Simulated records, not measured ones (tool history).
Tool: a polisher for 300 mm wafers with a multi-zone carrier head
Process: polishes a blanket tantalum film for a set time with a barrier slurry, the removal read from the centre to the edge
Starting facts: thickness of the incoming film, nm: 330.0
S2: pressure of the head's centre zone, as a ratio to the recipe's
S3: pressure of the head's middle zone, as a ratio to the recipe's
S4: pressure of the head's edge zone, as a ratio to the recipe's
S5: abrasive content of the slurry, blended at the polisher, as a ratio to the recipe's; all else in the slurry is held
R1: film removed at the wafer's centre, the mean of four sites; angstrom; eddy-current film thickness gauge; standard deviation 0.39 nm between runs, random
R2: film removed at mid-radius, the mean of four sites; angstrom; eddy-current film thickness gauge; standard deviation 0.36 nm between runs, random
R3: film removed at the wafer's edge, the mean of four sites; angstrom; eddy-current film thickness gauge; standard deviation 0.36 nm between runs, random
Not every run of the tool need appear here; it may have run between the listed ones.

Run 1, day 0: flow of slurry (ml/min) 265, S2 1, S3 1, S4 1, S5 1, polishing time (s) 55. Result: R1 658.7 angstrom, R2 634.84 angstrom, R3 605.54 angstrom.
Run 2, day 0.25: flow of slurry (ml/min) 265, S2 1, S3 1, S4 1, S5 1, polishing time (s) 60. Result: R1 733.2 angstrom, R2 694.07 angstrom, R3 682.54 angstrom.
Run 3, day 0.525: flow of slurry (ml/min) 265, S2 1, S3 0.94, S4 1, S5 1, polishing time (s) 60. Result: R1 735.71 angstrom, R2 663.46 angstrom, R3 661.47 angstrom.
Run 4, day 0.579: flow of slurry (ml/min) 265, S2 1, S3 0.94, S4 1.03, S5 1, polishing time (s) 60. Result: R1 715.3 angstrom, R2 658.76 angstrom, R3 667.86 angstrom.
Run 5, day 0.892: flow of slurry (ml/min) 265, S2 1, S3 0.98, S4 1.03, S5 1, polishing time (s) 60. Result: R1 722.21 angstrom, R2 676.5 angstrom, R3 679.03 angstrom.
Run 6, day 1.217: flow of slurry (ml/min) 265, S2 0.96, S3 0.98, S4 1.01, S5 0.85, polishing time (s) 52. Result: R1 569.25 angstrom, R2 549.85 angstrom, R3 547.43 angstrom.
Run 7, day 1.267: flow of slurry (ml/min) 265, S2 0.93, S3 1.01, S4 0.97, S5 0.75, polishing time (s) 46. Result: R1 467.48 angstrom, R2 478.04 angstrom, R3 448.23 angstrom.
Run 8, day 1.533: flow of slurry (ml/min) 260, S2 0.9, S3 1.01, S4 0.95, S5 0.7, polishing time (s) 43. Result: R1 395.31 angstrom, R2 434.44 angstrom, R3 390.34 angstrom.
Run 9, day 1.846: flow of slurry (ml/min) 230, S2 0.82, S3 0.91, S4 0.85, S5 0.5, polishing time (s) 42. Result: R1 296.06 angstrom, R2 305.69 angstrom, R3 304.09 angstrom.
Run 10, day 2.083: flow of slurry (ml/min) 240, S2 0.82, S3 0.94, S4 0.85, S5 0.5, polishing time (s) 41. Result: R1 282.53 angstrom, R2 312.13 angstrom, R3 291.94 angstrom.
Run 11, day 2.15: flow of slurry (ml/min) 245, S2 0.83, S3 0.95, S4 0.86, S5 0.5, polishing time (s) 41. Result: R1 294.29 angstrom, R2 319.4 angstrom, R3 292.75 angstrom.
Run 12, day 2.442: flow of slurry (ml/min) 250, S2 0.83, S3 0.96, S4 0.87, S5 0.5, polishing time (s) 41. Result: R1 286.11 angstrom, R2 319.1 angstrom, R3 291.73 angstrom.
Run 13, day 2.771: flow of slurry (ml/min) 250, S2 0.84, S3 0.97, S4 0.88, S5 0.5, polishing time (s) 41. Result: R1 295.45 angstrom, R2 319.4 angstrom, R3 294.28 angstrom.
Run 14, day 2.921: flow of slurry (ml/min) 250, S2 0.84, S3 0.99, S4 0.89, S5 0.5, polishing time (s) 41. Result: R1 300 angstrom, R2 327.63 angstrom, R3 293.44 angstrom.
Run 15, day 3.25: flow of slurry (ml/min) 260, S2 0.81, S3 1.03, S4 0.94, S5 0.55, polishing time (s) 41. Result: R1 304.4 angstrom, R2 363.25 angstrom, R3 334.6 angstrom.
Run 16, day 3.612: flow of slurry (ml/min) 260, S2 0.81, S3 1.02, S4 0.92, S5 0.55, polishing time (s) 41. Result: R1 299.84 angstrom, R2 362.11 angstrom, R3 324.5 angstrom.
Run 17, day 3.883: flow of slurry (ml/min) 255, S2 0.82, S3 1.02, S4 0.91, S5 0.55, polishing time (s) 41. Result: R1 306.48 angstrom, R2 358.33 angstrom, R3 317.1 angstrom.
Run 18, day 3.929: flow of slurry (ml/min) 255, S2 0.82, S3 1.02, S4 0.9, S5 0.55, polishing time (s) 41. Result: R1 305.38 angstrom, R2 359.18 angstrom, R3 325.35 angstrom.
Run 19, day 4.175: flow of slurry (ml/min) 250, S2 0.87, S3 1.06, S4 0.88, S5 0.5, polishing time (s) 38. Result: R1 280.96 angstrom, R2 317.67 angstrom, R3 275.95 angstrom.
Run 20, day 4.212: flow of slurry (ml/min) 260, S2 0.87, S3 1.06, S4 0.9, S5 0.5, polishing time (s) 38. Result: R1 282.15 angstrom, R2 320.15 angstrom, R3 279.3 angstrom.
Run 21, day 4.275: flow of slurry (ml/min) 265, S2 0.87, S3 1.07, S4 0.92, S5 0.5, polishing time (s) 38. Result: R1 280.7 angstrom, R2 324.96 angstrom, R3 284.98 angstrom.
Run 22, day 4.525: flow of slurry (ml/min) 265, S2 0.88, S3 1.08, S4 0.93, S5 0.5, polishing time (s) 38. Result: R1 289.72 angstrom, R2 330.35 angstrom, R3 277.64 angstrom.
Run 23, day 4.733: flow of slurry (ml/min) 265, S2 0.87, S3 1.07, S4 0.95, S5 0.5, polishing time (s) 38. Result: R1 276.92 angstrom, R2 323.5 angstrom, R3 279.17 angstrom.
Run 24, day 5.05: flow of slurry (ml/min) 275, S2 0.87, S3 1.06, S4 0.95, S5 0.5, polishing time (s) 38. Result: R1 286.21 angstrom, R2 319.28 angstrom, R3 286.19 angstrom.
At day 5.321: centre zone pressure recalibrated.
Run 25, day 5.321: flow of slurry (ml/min) 275, S2 0.87, S3 1.07, S4 0.96, S5 0.5, polishing time (s) 38. Result: R1 267.54 angstrom, R2 322.06 angstrom, R3 287.67 angstrom.
Run 26, day 5.617: flow of slurry (ml/min) 275, S2 0.88, S3 1.07, S4 0.96, S5 0.5, polishing time (s) 38. Result: R1 275.85 angstrom, R2 329.46 angstrom, R3 293.09 angstrom.

Estimate the outcome of run 27 from the log above:
Run 27, day 5.854: flow of slurry (ml/min) 275, S2 0.89, S3 1.07, S4 0.96, S5 0.5, polishing time (s) 38. Result: R1 ?, R2 ?, R3 ?.

For run 27 the tool returned R1 271.02 angstrom, R2 322.65 angstrom, R3 290.48 angstrom.
